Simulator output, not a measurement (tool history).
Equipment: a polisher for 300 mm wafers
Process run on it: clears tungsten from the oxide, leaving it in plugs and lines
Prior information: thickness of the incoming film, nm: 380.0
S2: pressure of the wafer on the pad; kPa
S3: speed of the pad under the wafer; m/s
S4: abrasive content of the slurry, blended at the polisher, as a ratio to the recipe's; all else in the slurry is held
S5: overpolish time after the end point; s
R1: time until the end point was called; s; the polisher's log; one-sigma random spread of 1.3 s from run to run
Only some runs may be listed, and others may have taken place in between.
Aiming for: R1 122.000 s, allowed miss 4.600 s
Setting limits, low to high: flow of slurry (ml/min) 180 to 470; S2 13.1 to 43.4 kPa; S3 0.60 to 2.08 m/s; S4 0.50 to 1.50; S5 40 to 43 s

{"run": 1, "hour": 0.0, "flow of slurry (ml/min)": 300, "S2": 28.3, "S3": 1.34, "S4": 1.0, "S5": 40, "R1": 49.048}
{"run": 2, "hour": 6.1, "flow of slurry (ml/min)": 300, "S2": 25.5, "S3": 1.26, "S4": 1.0, "S5": 40, "R1": 56.353}
{"run": 3, "hour": 11.7, "flow of slurry (ml/min)": 300, "S2": 23.4, "S3": 1.18, "S4": 1.0, "S5": 40, "R1": 63.026}
{"run": 4, "hour": 17.0, "flow of slurry (ml/min)": 300, "S2": 25.5, "S3": 1.18, "S4": 1.0, "S5": 40, "R1": 59.166}
{"run": 5, "hour": 25.7, "flow of slurry (ml/min)": 300, "S2": 23.4, "S3": 1.1, "S4": 1.0, "S5": 40, "R1": 67.557}
{"run": 6, "hour": 32.1, "flow of slurry (ml/min)": 300, "S2": 22.1, "S3": 1.04, "S4": 1.0, "S5": 40, "R1": 75.527}
{"run": 7, "hour": 33.8, "flow of slurry (ml/min)": 300, "S2": 20.7, "S3": 1.0, "S4": 1.0, "S5": 40, "R1": 81.921}
{"run": 8, "hour": 35.0, "flow of slurry (ml/min)": 300, "S2": 20.7, "S3": 1.0, "S4": 1.0, "S5": 40, "R1": 82.784}
{"run": 9, "hour": 40.5, "flow of slurry (ml/min)": 300, "S2": 19.3, "S3": 0.98, "S4": 1.0, "S5": 40, "R1": 88.712}

Which of these 5 next moves meets every target?
{"run": "A", "hour": 46.0, "flow of slurry (ml/min)": 295, "S2": 22.1, "S3": 1.4, "S4": 1.05, "S5": 40, "R1": "?"}
{"run": "B", "hour": 46.0, "flow of slurry (ml/min)": 390, "S2": 20.7, "S3": 0.9, "S4": 1.25, "S5": 40, "R1": "?"}
{"run": "C", "hour": 46.0, "flow of slurry (ml/min)": 305, "S2": 26.2, "S3": 1.2, "S4": 1.15, "S5": 43, "R1": "?"}
{"run": "D", "hour": 46.0, "flow of slurry (ml/min)": 350, "S2": 13.1, "S3": 1.0, "S4": 1.1, "S5": 43, "R1": "?"}
{"run": "E", "hour": 46.0, "flow of slurry (ml/min)": 285, "S2": 22.1, "S3": 1.5, "S4": 0.75, "S5": 40, "R1": "?"}

move=A R1=59.301
move=B R1=80.550
move=C R1=54.700
move=D R1=121.150
move=E R1=63.001
A: lands further from the targets than the last run did
B: lands further from the targets than the last run did
C: lands further from the targets than the last run did
D: all results land within tolerance of their targets
E: lands further from the targets than the last run did
D is the move that brings every result within its allowed miss.

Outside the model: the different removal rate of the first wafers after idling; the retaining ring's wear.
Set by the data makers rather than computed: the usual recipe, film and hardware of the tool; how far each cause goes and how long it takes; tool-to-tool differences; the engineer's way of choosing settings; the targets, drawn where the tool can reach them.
